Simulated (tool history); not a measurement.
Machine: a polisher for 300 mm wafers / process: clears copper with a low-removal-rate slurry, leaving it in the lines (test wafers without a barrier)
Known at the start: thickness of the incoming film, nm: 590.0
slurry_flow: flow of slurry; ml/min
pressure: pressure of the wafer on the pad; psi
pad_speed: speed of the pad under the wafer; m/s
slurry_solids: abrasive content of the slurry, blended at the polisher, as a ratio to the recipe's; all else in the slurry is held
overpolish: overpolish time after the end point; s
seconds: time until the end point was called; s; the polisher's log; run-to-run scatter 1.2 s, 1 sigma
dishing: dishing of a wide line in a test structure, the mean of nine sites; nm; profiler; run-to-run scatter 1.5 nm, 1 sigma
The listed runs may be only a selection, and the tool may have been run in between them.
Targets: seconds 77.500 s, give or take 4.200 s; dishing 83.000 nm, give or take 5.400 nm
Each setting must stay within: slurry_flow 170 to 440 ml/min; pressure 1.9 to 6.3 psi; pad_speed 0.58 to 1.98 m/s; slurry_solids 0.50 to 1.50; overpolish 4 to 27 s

{"run": 1, "hour": 0.0, "slurry_flow": 280, "pressure": 4.1, "pad_speed": 1.28, "slurry_solids": 1.0, "overpolish": 14, "seconds": 95.999, "dishing": 52.007}
{"run": 2, "hour": 7.9, "slurry_flow": 280, "pressure": 4.2, "pad_speed": 1.28, "slurry_solids": 1.0, "overpolish": 15, "seconds": 87.685, "dishing": 57.693}
{"run": 3, "hour": 14.3, "slurry_flow": 280, "pressure": 4.7, "pad_speed": 1.28, "slurry_solids": 1.0, "overpolish": 15, "seconds": 81.066, "dishing": 60.566}
{"run": 4, "hour": 21.8, "slurry_flow": 280, "pressure": 4.7, "pad_speed": 1.28, "slurry_solids": 0.85, "overpolish": 15, "seconds": 86.285, "dishing": 55.965}
{"run": 5, "hour": 24.0, "slurry_flow": 210, "pressure": 4.7, "pad_speed": 1.28, "slurry_solids": 0.85, "overpolish": 15, "seconds": 86.739, "dishing": 59.481}
{"run": 6, "hour": 32.4, "slurry_flow": 210, "pressure": 4.7, "pad_speed": 1.28, "slurry_solids": 0.75, "overpolish": 15, "seconds": 89.17, "dishing": 57.009}
{"run": 7, "hour": 36.6, "slurry_flow": 210, "pressure": 4.8, "pad_speed": 1.28, "slurry_solids": 0.75, "overpolish": 16, "seconds": 88.914, "dishing": 59.552}
{"run": 8, "hour": 43.0, "slurry_flow": 210, "pressure": 4.9, "pad_speed": 1.28, "slurry_solids": 0.75, "overpolish": 17, "seconds": 88.209, "dishing": 63.277}
{"run": 9, "hour": 46.7, "slurry_flow": 210, "pressure": 5.0, "pad_speed": 1.28, "slurry_solids": 0.75, "overpolish": 18, "seconds": 86.778, "dishing": 69.153}
{"run": 10, "hour": 49.4, "slurry_flow": 210, "pressure": 5.6, "pad_speed": 1.28, "slurry_solids": 0.75, "overpolish": 20, "seconds": 77.301, "dishing": 78.821}

Exercise: of the 4 proposed moves below, exactly one satisfies all targets within the stated allowed misses. Which move is it?
{"run": "A", "hour": 52.1, "slurry_flow": 190, "pressure": 5.7, "pad_speed": 1.3, "slurry_solids": 0.65, "overpolish": 25, "seconds": "?", "dishing": "?"}
{"run": "B", "hour": 52.1, "slurry_flow": 270, "pressure": 5.2, "pad_speed": 1.44, "slurry_solids": 0.55, "overpolish": 19, "seconds": "?", "dishing": "?"}
{"run": "C", "hour": 52.1, "slurry_flow": 170, "pressure": 5.8, "pad_speed": 1.38, "slurry_solids": 0.65, "overpolish": 18, "seconds": "?", "dishing": "?"}
{"run": "D", "hour": 52.1, "slurry_flow": 170, "pressure": 5.5, "pad_speed": 1.36, "slurry_solids": 0.75, "overpolish": 18, "seconds": "?", "dishing": "?"}

move=A seconds=78.176 dishing=82.024
move=B seconds=79.576 dishing=69.377
move=C seconds=73.314 dishing=70.953
move=D seconds=74.788 dishing=69.920
A: every result lands within tolerance
B: the biggest miss grows against the last run
C: the biggest miss grows against the last run
D: the biggest miss grows against the last run
The right move is A.
